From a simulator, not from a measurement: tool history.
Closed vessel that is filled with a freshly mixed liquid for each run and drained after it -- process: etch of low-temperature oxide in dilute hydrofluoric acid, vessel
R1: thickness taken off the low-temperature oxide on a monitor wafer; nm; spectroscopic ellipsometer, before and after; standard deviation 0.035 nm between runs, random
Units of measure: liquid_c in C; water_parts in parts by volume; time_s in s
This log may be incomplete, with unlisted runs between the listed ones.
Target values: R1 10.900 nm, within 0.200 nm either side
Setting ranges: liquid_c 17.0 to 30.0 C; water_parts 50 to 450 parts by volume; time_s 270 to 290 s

run 1 day=0.000 | liquid_c=22.0 water_parts=250 time_s=270 | R1=13.461
run 2 day=0.133 | liquid_c=25.0 water_parts=250 time_s=270 | R1=14.937
run 3 day=0.225 | liquid_c=24.0 water_parts=250 time_s=270 | R1=14.380
run 4 day=0.612 | liquid_c=24.0 water_parts=195 time_s=270 | R1=19.506
run 5 day=0.804 | liquid_c=23.0 water_parts=205 time_s=270 | R1=17.816
run 6 day=1.000 | liquid_c=21.0 water_parts=205 time_s=270 | R1=16.576
run 7 day=1.288 | liquid_c=20.5 water_parts=215 time_s=270 | R1=15.348
run 8 day=1.400 | liquid_c=20.0 water_parts=220 time_s=270 | R1=14.703
run 9 day=1.762 | liquid_c=19.5 water_parts=225 time_s=270 | R1=13.922
run 10 day=1.808 | liquid_c=17.0 water_parts=260 time_s=270 | R1=10.593

Consider the 5 candidate settings below. Which is the only one whose results all fall within their allowed miss of target?
run A day=1.854 | liquid_c=17.0 water_parts=270 time_s=270 | R1=?
run B day=1.854 | liquid_c=17.0 water_parts=265 time_s=270 | R1=?
run C day=1.854 | liquid_c=17.5 water_parts=275 time_s=290 | R1=?
run D day=1.854 | liquid_c=17.0 water_parts=275 time_s=285 | R1=?
run E day=1.854 | liquid_c=18.0 water_parts=255 time_s=275 | R1=?

move=A R1=10.128
move=B R1=10.363
move=C R1=10.840
move=D R1=10.451
move=E R1=11.499
A: misses by more than the last run did
B: misses by more than the last run did
C: each result inside its tolerance
D: misses by more than the last run did
E: the result that was furthest off in the last run now lies on the other side of its target
The right move is C.
